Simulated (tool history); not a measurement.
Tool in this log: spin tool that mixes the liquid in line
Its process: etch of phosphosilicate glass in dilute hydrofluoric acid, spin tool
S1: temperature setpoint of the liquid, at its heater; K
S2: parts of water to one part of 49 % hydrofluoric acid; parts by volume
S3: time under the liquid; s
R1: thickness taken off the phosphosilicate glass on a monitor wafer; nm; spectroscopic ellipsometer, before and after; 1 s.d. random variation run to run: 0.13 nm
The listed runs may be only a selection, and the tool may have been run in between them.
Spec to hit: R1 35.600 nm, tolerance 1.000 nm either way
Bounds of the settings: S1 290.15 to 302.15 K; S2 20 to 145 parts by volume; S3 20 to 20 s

run 1 hour=0.0 | S1=294.15 S2=80 S3=20 | R1=16.451
run 2 hour=6.3 | S1=297.15 S2=80 S3=20 | R1=18.460
run 3 hour=13.2 | S1=298.15 S2=75 S3=20 | R1=20.794
run 4 hour=19.0 | S1=298.65 S2=70 S3=20 | R1=22.881
run 5 hour=23.3 | S1=298.65 S2=60 S3=20 | R1=27.049
run 6 hour=28.9 | S1=298.65 S2=60 S3=20 | R1=26.987
run 7 hour=34.2 | S1=299.15 S2=60 S3=20 | R1=27.638
run 8 hour=35.5 | S1=299.65 S2=60 S3=20 | R1=28.037
run 9 hour=41.6 | S1=299.65 S2=60 S3=20 | R1=27.915
run 10 hour=49.5 | S1=300.15 S2=60 S3=20 | R1=28.618
run 11 hour=51.6 | S1=300.65 S2=60 S3=20 | R1=29.172
run 12 hour=59.8 | S1=301.65 S2=55 S3=20 | R1=33.269
run 13 hour=60.9 | S1=302.15 S2=55 S3=20 | R1=34.056
run 14 hour=67.3 | S1=302.15 S2=55 S3=20 | R1=34.167
run 15 hour=68.3 | S1=302.15 S2=50 S3=20 | R1=37.812
run 16 hour=69.9 | S1=302.15 S2=50 S3=20 | R1=37.600
run 17 hour=75.9 | S1=302.15 S2=50 S3=20 | R1=37.736
run 18 hour=84.2 | S1=301.65 S2=50 S3=20 | R1=37.015

Consider the 4 candidate settings below. Which is the only one whose results all fall within their allowed miss of target?
run A hour=92.5 | S1=301.65 S2=55 S3=20 | R1=?
run B hour=92.5 | S1=301.15 S2=55 S3=20 | R1=?
run C hour=92.5 | S1=298.15 S2=45 S3=20 | R1=?
run D hour=92.5 | S1=302.15 S2=55 S3=20 | R1=?

move=A R1=33.171
move=B R1=32.521
move=C R1=35.717
move=D R1=33.832
A: moves the result that the last run missed by most past its target, out the other side
B: moves the result that the last run missed by most past its target, out the other side
C: in spec on every target
D: moves the result that the last run missed by most past its target, out the other side
Answer: C
